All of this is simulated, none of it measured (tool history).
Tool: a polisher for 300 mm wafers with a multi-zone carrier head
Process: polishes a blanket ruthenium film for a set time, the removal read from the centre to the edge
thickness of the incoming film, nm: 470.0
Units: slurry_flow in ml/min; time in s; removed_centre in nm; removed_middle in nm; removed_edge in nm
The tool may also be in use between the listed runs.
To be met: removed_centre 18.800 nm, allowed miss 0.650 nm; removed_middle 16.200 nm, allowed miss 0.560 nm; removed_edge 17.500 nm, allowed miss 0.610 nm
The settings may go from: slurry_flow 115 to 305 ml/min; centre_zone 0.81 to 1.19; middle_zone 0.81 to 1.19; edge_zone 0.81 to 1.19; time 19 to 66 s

run	hour	slurry_flow	centre_zone	middle_zone	edge_zone	time	removed_centre	removed_middle	removed_edge
1	0.0	195	1.00	1.00	1.00	42	23.610	23.533	24.098
2	1.7	190	1.01	0.96	0.96	39	21.884	21.134	21.660
3	4.6	190	1.01	1.05	0.96	39	22.224	22.885	21.315
4	12.4	160	1.01	1.05	0.96	39	21.829	21.939	21.183
5	14.3	155	1.02	1.00	0.94	37	20.342	20.091	19.719
6	18.9	145	1.04	0.95	0.92	36	20.014	18.286	18.875
7	21.0	140	1.04	0.93	0.90	36	20.147	18.140	18.112
8	23.6	135	1.03	0.90	0.90	36	19.228	17.177	18.426
9	30.2	130	1.03	0.89	0.89	36	19.456	17.178	17.967

Which of these 5 next moves meets every target?
A	36.8	135	1.01	0.98	0.82	35	?	?	?
B	36.8	125	1.07	0.95	0.91	37	?	?	?
C	36.8	130	0.99	0.91	0.84	37	?	?	?
D	36.8	135	1.04	0.88	0.87	35	?	?	?
E	36.8	165	1.00	0.89	0.90	36	?	?	?

move	removed_centre	removed_middle	removed_edge
A	18.543	17.833	17.212
B	20.340	18.022	18.830
C	19.010	17.563	18.292
D	19.085	16.298	17.695
E	19.776	17.641	19.038
A: further off than the last run
B: further off than the last run
C: further off than the last run
D: meets every target
E: further off than the last run
Move D is the one to make.
